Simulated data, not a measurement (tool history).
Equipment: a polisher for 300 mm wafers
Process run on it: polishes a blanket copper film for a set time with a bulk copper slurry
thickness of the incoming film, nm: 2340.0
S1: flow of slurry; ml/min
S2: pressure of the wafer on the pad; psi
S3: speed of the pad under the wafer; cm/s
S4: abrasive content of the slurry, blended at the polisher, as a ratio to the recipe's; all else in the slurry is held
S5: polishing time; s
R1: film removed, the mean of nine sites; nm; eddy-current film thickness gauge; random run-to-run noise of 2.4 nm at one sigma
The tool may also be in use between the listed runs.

run 1 hour=0.0 | S1=125 S2=2.1 S3=112 S4=1.0 S5=56 | R1=416.91
run 2 hour=8.6 | S1=125 S2=2.5 S3=112 S4=1.0 S5=56 | R1=495.70
run 3 hour=17.5 | S1=125 S2=2.1 S3=112 S4=1.0 S5=56 | R1=413.28
run 4 hour=23.1 | S1=125 S2=1.9 S3=106 S4=1.0 S5=56 | R1=354.13
run 5 hour=31.5 | S1=125 S2=1.9 S3=134 S4=1.0 S5=56 | R1=447.93
run 6 hour=34.9 | S1=125 S2=1.9 S3=134 S4=1.2 S5=56 | R1=469.61
run 7 hour=37.4 | S1=105 S2=1.3 S3=102 S4=1.1 S5=56 | R1=228.30
-- hour=41.5 worn pad replaced by a new one
run 8 hour=41.5 | S1=100 S2=1.2 S3=102 S4=1.1 S5=56 | R1=225.17
run 9 hour=42.6 | S1=100 S2=1.2 S3=100 S4=1.1 S5=56 | R1=223.99

Forecast run 10:
run 10 hour=45.9 | S1=100 S2=1.2 S3=98 S4=1.1 S5=56 | R1=?

{"run 10": {"R1": 213.46}}
